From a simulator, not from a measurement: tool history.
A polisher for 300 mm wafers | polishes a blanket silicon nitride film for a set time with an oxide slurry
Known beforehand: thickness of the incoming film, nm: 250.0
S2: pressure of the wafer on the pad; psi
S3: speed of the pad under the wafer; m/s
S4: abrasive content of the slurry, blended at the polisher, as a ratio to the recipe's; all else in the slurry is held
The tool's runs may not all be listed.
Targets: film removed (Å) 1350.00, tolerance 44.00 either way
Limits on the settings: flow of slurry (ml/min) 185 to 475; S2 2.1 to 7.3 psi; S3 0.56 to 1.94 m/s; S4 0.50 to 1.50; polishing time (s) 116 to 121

run 1 hour=0.0 | flow_of_slurry_(ml/min)=305 S2=4.7 S3=1.24 S4=1.00 polishing_time_(s)=116 | film_removed_(Å)=993.96
run 2 hour=2.1 | flow_of_slurry_(ml/min)=305 S2=5.0 S3=1.24 S4=1.00 polishing_time_(s)=116 | film_removed_(Å)=1042.80
run 3 hour=9.9 | flow_of_slurry_(ml/min)=305 S2=4.5 S3=1.24 S4=1.00 polishing_time_(s)=116 | film_removed_(Å)=967.40
run 4 hour=15.3 | flow_of_slurry_(ml/min)=305 S2=4.5 S3=1.24 S4=1.00 polishing_time_(s)=121 | film_removed_(Å)=997.51
run 5 hour=19.6 | flow_of_slurry_(ml/min)=355 S2=4.5 S3=1.24 S4=1.00 polishing_time_(s)=121 | film_removed_(Å)=1024.10
run 6 hour=28.2 | flow_of_slurry_(ml/min)=355 S2=4.8 S3=1.24 S4=1.00 polishing_time_(s)=121 | film_removed_(Å)=1076.30
run 7 hour=34.0 | flow_of_slurry_(ml/min)=355 S2=5.1 S3=1.24 S4=1.00 polishing_time_(s)=121 | film_removed_(Å)=1139.30
run 8 hour=41.6 | flow_of_slurry_(ml/min)=355 S2=5.3 S3=1.24 S4=1.00 polishing_time_(s)=121 | film_removed_(Å)=1209.90
run 9 hour=42.4 | flow_of_slurry_(ml/min)=355 S2=5.4 S3=1.24 S4=1.00 polishing_time_(s)=121 | film_removed_(Å)=1208.40
run 10 hour=46.9 | flow_of_slurry_(ml/min)=355 S2=5.4 S3=1.24 S4=1.00 polishing_time_(s)=121 | film_removed_(Å)=1218.40
run 11 hour=50.5 | flow_of_slurry_(ml/min)=355 S2=5.5 S3=1.24 S4=1.00 polishing_time_(s)=121 | film_removed_(Å)=1226.40

Next run, 5 choices. One meets every target within its allowed miss, the rest don't. Which?
run A hour=54.1 | flow_of_slurry_(ml/min)=335 S2=5.6 S3=1.16 S4=0.90 polishing_time_(s)=118 | film_removed_(Å)=?
run B hour=54.1 | flow_of_slurry_(ml/min)=385 S2=6.1 S3=1.08 S4=0.85 polishing_time_(s)=121 | film_removed_(Å)=?
run C hour=54.1 | flow_of_slurry_(ml/min)=330 S2=5.9 S3=1.32 S4=1.05 polishing_time_(s)=119 | film_removed_(Å)=?
run D hour=54.1 | flow_of_slurry_(ml/min)=410 S2=5.5 S3=1.08 S4=1.00 polishing_time_(s)=116 | film_removed_(Å)=?
run E hour=54.1 | flow_of_slurry_(ml/min)=265 S2=5.2 S3=1.32 S4=1.10 polishing_time_(s)=120 | film_removed_(Å)=?

move=A film_removed_(Å)=1105.80
move=B film_removed_(Å)=1162.20
move=C film_removed_(Å)=1363.90
move=D film_removed_(Å)=1110.40
move=E film_removed_(Å)=1217.70
A: moves away from the targets compared with the last run
B: moves away from the targets compared with the last run
C: all results in spec
D: moves away from the targets compared with the last run
E: moves away from the targets compared with the last run
Answer: C

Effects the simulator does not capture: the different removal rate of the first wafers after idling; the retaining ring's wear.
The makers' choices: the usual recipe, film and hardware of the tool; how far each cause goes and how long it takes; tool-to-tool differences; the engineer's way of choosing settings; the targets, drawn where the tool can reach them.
